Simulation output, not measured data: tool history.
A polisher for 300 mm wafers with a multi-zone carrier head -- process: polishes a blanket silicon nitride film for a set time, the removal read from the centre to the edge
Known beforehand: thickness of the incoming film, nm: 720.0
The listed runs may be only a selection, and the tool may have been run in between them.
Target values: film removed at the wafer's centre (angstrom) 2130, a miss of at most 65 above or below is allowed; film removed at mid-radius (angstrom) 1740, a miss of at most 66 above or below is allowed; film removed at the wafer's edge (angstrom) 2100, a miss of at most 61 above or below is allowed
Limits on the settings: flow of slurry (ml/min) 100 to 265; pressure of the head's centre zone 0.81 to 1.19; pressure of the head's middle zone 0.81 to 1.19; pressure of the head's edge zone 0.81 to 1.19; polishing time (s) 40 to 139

| run | hour | flow of slurry (ml/min) | pressure of the head's centre zone | pressure of the head's middle zone | pressure of the head's edge zone | polishing time (s) | film removed at the wafer's centre (angstrom) | film removed at mid-radius (angstrom) | film removed at the wafer's edge (angstrom) |
|---|---|---|---|---|---|---|---|---|---|
| 1 | 0 | 170 | 1 | 1 | 1 | 89 | 1664.5 | 1674 | 1712.4 |
| 2 | 3.1 | 170 | 1 | 1 | 1.04 | 89 | 1642.1 | 1658.6 | 1754.6 |
| 3 | 6.5 | 210 | 1 | 1 | 1.04 | 89 | 1694.4 | 1703.4 | 1765.7 |
| 4 | 11.9 | 210 | 1 | 1.06 | 1.04 | 89 | 1695.5 | 1785.9 | 1795.5 |
| 5 | 15.4 | 210 | 1.02 | 1.04 | 1.06 | 90 | 1745.1 | 1779.7 | 1786.8 |
| 6 | 16.4 | 210 | 1.02 | 1.04 | 1.01 | 90 | 1770.6 | 1793.3 | 1745.9 |
| 7 | 24.1 | 210 | 1.03 | 1.02 | 1.03 | 92 | 1841.4 | 1776.4 | 1836.4 |
| 8 | 30.7 | 210 | 1.04 | 1.01 | 1.05 | 93 | 1877.9 | 1797.2 | 1874.8 |
| 9 | 34.7 | 210 | 1.05 | 1 | 1.07 | 93 | 1841.1 | 1792.2 | 1867.7 |
| 10 | 36.4 | 210 | 1.06 | 0.98 | 1.08 | 94 | 1891.5 | 1744.3 | 1879.2 |
| 11 | 38.6 | 210 | 1.07 | 0.97 | 1.09 | 95 | 1916.3 | 1781.1 | 1932.8 |
| 12 | 44.7 | 210 | 1.08 | 0.96 | 1.1 | 96 | 1960.6 | 1778.1 | 1984.1 |
| 13 | 46.2 | 210 | 1.09 | 0.95 | 1.11 | 96 | 1994 | 1784 | 1944.4 |
| 14 | 52 | 210 | 1.09 | 0.93 | 1.12 | 97 | 2003.3 | 1732.8 | 2003.5 |

Pick the move, out of 5, that brings all results within their allowed miss; only one does.
| A | 57.8 | 250 | 1.02 | 0.81 | 1.14 | 99 | ? | ? | ? |
| B | 57.8 | 210 | 1.05 | 1.01 | 1.1 | 99 | ? | ? | ? |
| C | 57.8 | 130 | 1.15 | 0.81 | 1.04 | 112 | ? | ? | ? |
| D | 57.8 | 265 | 1.09 | 0.87 | 1.15 | 99 | ? | ? | ? |
| E | 57.8 | 160 | 1.03 | 0.89 | 1.11 | 102 | ? | ? | ? |

| move | film removed at the wafer's centre (angstrom) | film removed at mid-radius (angstrom) | film removed at the wafer's edge (angstrom) |
|---|---|---|---|
| A | 1951.8 | 1682.7 | 2080 |
| B | 1968.6 | 1947.6 | 2007.8 |
| C | 2262.6 | 1745.6 | 2109.8 |
| D | 2101.6 | 1784 | 2097.4 |
| E | 1910.6 | 1759.2 | 2027.8 |
A: lands further from the targets than the last run did
B: lands further from the targets than the last run did
C: takes the biggest miss from the last run beyond its target
D: all results land within tolerance of their targets
E: lands further from the targets than the last run did
So the answer is move D, the one that meets all the targets.

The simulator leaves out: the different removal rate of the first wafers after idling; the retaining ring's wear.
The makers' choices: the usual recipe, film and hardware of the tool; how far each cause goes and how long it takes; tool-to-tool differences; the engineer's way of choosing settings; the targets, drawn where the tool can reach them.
